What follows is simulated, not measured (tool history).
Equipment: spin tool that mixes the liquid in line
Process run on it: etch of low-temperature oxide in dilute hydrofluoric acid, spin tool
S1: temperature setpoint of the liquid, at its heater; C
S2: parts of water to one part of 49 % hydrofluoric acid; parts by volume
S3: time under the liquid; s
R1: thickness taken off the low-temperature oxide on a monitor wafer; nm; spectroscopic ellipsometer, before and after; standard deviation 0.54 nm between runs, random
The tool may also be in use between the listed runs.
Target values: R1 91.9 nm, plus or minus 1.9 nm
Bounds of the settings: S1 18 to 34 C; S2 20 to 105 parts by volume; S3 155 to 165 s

run 1 hour=0 | S1=26 S2=55 S3=155 | R1=50.518
run 2 hour=7.1 | S1=22.5 S2=55 S3=155 | R1=43.506
run 3 hour=12.7 | S1=24 S2=55 S3=155 | R1=46.721
run 4 hour=21 | S1=24 S2=70 S3=155 | R1=35.658
run 5 hour=28.8 | S1=25 S2=65 S3=155 | R1=40.701
run 6 hour=37.6 | S1=27.5 S2=65 S3=155 | R1=44.241
run 7 hour=43.7 | S1=28 S2=60 S3=155 | R1=49.453
run 8 hour=47.5 | S1=28.5 S2=60 S3=155 | R1=50.748
run 9 hour=50.3 | S1=29 S2=60 S3=155 | R1=51.397
run 10 hour=53.8 | S1=29.5 S2=60 S3=155 | R1=52.951
run 11 hour=59.4 | S1=30 S2=60 S3=155 | R1=53.812
run 12 hour=65.4 | S1=30.5 S2=60 S3=155 | R1=54.913
run 13 hour=73.3 | S1=31 S2=60 S3=155 | R1=55.904
run 14 hour=76.6 | S1=31.5 S2=60 S3=155 | R1=56.557
run 15 hour=82.2 | S1=32 S2=60 S3=155 | R1=58.176
run 16 hour=86.5 | S1=34 S2=35 S3=155 | R1=112.26
run 17 hour=90.1 | S1=33.5 S2=35 S3=155 | R1=109.05

Which of these 4 next moves meets every target?
run A hour=93.7 | S1=34 S2=30 S3=165 | R1=?
run B hour=93.7 | S1=34 S2=40 S3=155 | R1=?
run C hour=93.7 | S1=33.5 S2=45 S3=155 | R1=?
run D hour=93.7 | S1=34 S2=45 S3=165 | R1=?

move=A R1=141.03
move=B R1=97.652
move=C R1=84.428
move=D R1=91.612
A: its largest miss is bigger than the last run's
B: nearer than the last run, and not there yet
C: moves the result that the last run missed by most past its target, out the other side
D: hits every target within its allowed miss
Answer: D

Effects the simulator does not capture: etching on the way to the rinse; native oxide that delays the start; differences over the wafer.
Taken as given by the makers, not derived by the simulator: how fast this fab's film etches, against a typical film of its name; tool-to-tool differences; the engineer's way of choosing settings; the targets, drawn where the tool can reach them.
